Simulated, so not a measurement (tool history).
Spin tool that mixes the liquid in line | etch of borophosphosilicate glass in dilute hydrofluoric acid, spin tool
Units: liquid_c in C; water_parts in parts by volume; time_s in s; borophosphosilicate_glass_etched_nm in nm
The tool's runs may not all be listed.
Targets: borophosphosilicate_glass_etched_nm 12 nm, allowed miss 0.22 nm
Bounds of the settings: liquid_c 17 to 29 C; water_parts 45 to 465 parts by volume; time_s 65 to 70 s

| run | hour | liquid_c | water_parts | time_s | borophosphosilicate_glass_etched_nm |
|---|---|---|---|---|---|
| 1 | 0 | 21 | 255 | 65 | 8.3203 |
| 2 | 2.5 | 22.5 | 250 | 65 | 8.9085 |
| 3 | 4.7 | 24 | 245 | 65 | 9.7022 |
| 4 | 13.4 | 24 | 245 | 70 | 10.436 |
|  | 18.8 | hydrofluoric acid flow meter replaced |
| 5 | 18.8 | 24 | 160 | 70 | 18.991 |
| 6 | 22 | 24 | 240 | 70 | 11.658 |
| 7 | 24.6 | 24 | 240 | 70 | 11.552 |
| 8 | 32.2 | 24.5 | 240 | 70 | 11.738 |

4 next moves are on the table. One of them brings every result within its allowed miss. Which?
| A | 39.8 | 27.5 | 250 | 65 | ? |
| B | 39.8 | 23 | 220 | 65 | ? |
| C | 39.8 | 28 | 255 | 65 | ? |
| D | 39.8 | 26.5 | 235 | 65 | ? |

| move | borophosphosilicate_glass_etched_nm |
|---|---|
| A | 11.454 |
| B | 11.448 |
| C | 11.36 |
| D | 11.965 |
A: further off than the last run
B: further off than the last run
C: further off than the last run
D: meets every target
Move D is the one to make.
